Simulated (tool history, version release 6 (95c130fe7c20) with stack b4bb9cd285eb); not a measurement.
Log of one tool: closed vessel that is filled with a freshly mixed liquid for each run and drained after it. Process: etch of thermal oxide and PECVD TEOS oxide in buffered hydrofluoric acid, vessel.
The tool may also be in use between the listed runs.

run  hour  temperature setpoint of the liquid (C)  parts of 40 % ammonium fluoride to one part of 49 % hydrofluoric acid (parts by volume)  time in the liquid (s)  thickness taken off the thermal oxide on a monitor wafer (angstrom)  thickness taken off the PECVD TEOS oxide on a monitor wafer (angstrom)
  1     0                                      22                                                                                        8                      60                                                               783.23                                                                  756.81
  2   4.6                                    22.5                                                                                        8                      60                                                               824.68                                                                  787.09
  3   8.5                                    22.5                                                                                      9.5                      60                                                               691.77                                                                  671.98
  4  12.6                                      19                                                                                      9.5                      60                                                               559.46                                                                  541.59
  5  18.6                                      20                                                                                      9.5                      60                                                               607.13                                                                  574.03
  6  22.9                                      18                                                                                      9.5                      60                                                                542.1                                                                   517.3
  7    27                                    19.5                                                                                      9.5                      60                                                               590.34                                                                   562.9
  8  33.5                                    20.5                                                                                      9.5                      60                                                               635.68                                                                  593.88
  9  34.5                                    21.5                                                                                      9.5                      60                                                               662.07                                                                  625.79

For run 10, what comes out?
 10  36.2                                    22.5                                                                                      9.5                      60                                                                    ?                                                                       ?

{"run 10": {"thickness taken off the thermal oxide on a monitor wafer (angstrom)": 694.96, "thickness taken off the PECVD TEOS oxide on a monitor wafer (angstrom)": 672.01}}
